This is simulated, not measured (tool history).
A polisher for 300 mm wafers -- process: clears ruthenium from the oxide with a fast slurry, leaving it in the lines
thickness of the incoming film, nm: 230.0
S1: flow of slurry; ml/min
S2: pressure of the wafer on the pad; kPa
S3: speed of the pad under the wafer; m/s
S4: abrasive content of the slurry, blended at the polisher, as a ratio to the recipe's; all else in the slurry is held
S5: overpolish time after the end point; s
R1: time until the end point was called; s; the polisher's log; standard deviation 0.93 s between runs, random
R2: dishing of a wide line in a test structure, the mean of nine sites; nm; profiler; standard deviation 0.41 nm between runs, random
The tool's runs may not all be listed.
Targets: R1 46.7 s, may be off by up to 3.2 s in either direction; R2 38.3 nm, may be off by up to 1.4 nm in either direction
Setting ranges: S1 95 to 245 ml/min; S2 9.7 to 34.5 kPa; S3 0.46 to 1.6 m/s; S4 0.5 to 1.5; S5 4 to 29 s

run,hour,S1,S2,S3,S4,S5,R1,R2
1,0,155,22.1,1.02,1,15,40.255,62.922
2,5.1,160,21.4,1.02,1,14,40.888,56.754
3,12,160,21.4,1.14,1,14,36.876,63.237
4,19.5,165,20,1.14,1,13,38.638,56.691
5,27.4,170,18.6,1.14,1,12,40.313,50.378
6,34.7,170,18.6,1.14,1.1,12,40.791,51.528
7,36.6,175,17.9,1.14,1.05,12,40.605,49.434
8,43.8,180,17.2,1.14,1.05,12,43.27,48.028
9,48.4,180,17.2,1.14,1.05,11,43.104,44.532

5 candidate next runs follow, results not yet known. Just one meets every target within its allowed miss. Identify it.
A,53,180,20,0.94,1,9,?,?
B,53,215,21.4,1.16,0.75,11,?,?
C,53,180,15.9,1.08,1.1,17,?,?
D,53,235,11.7,1.2,1.05,11,?,?
E,53,185,18.6,1,1,10,?,?

move,R1,R2
A,45.026,35.094
B,38.161,48.578
C,47.312,58.617
D,56.046,34.517
E,45.255,38.416
A: the result that was furthest off in the last run now lies on the other side of its target
B: lands further from the targets than the last run did
C: lands further from the targets than the last run did
D: the result that was furthest off in the last run now lies on the other side of its target
E: every result within its allowed miss
The move that meets every target is E.

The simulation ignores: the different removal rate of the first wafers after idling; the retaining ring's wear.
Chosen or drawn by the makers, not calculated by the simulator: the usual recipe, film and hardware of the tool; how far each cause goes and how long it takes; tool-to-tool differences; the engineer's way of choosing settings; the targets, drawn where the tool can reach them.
